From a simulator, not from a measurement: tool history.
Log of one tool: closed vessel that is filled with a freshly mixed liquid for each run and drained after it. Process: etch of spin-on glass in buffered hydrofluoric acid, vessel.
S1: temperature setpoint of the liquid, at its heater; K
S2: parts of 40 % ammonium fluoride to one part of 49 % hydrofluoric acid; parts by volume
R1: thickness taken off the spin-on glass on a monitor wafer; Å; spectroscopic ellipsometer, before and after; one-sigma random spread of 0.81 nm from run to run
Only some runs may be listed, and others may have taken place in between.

{"run": 1, "hour": 0.0, "S1": 293.15, "S2": 12.5, "time in the liquid (s)": 30, "R1": 609.02}
{"run": 2, "hour": 5.8, "S1": 293.15, "S2": 12.5, "time in the liquid (s)": 30, "R1": 605.95}
{"run": 3, "hour": 9.6, "S1": 293.15, "S2": 10.0, "time in the liquid (s)": 30, "R1": 755.72}
{"run": 4, "hour": 14.3, "S1": 293.15, "S2": 10.0, "time in the liquid (s)": 30, "R1": 760.29}
{"run": 5, "hour": 21.0, "S1": 293.15, "S2": 10.0, "time in the liquid (s)": 30, "R1": 761.52}
{"hour": 30.1, "done": "thermometer replaced"}
{"run": 6, "hour": 30.1, "S1": 293.15, "S2": 6.5, "time in the liquid (s)": 30, "R1": 1285.6}

Run 7 has not been measured yet. What should we expect?
{"run": 7, "hour": 38.7, "S1": 292.65, "S2": 6.5, "time in the liquid (s)": 30, "R1": "?"}

Run 7 measured R1 1253.40 Å.
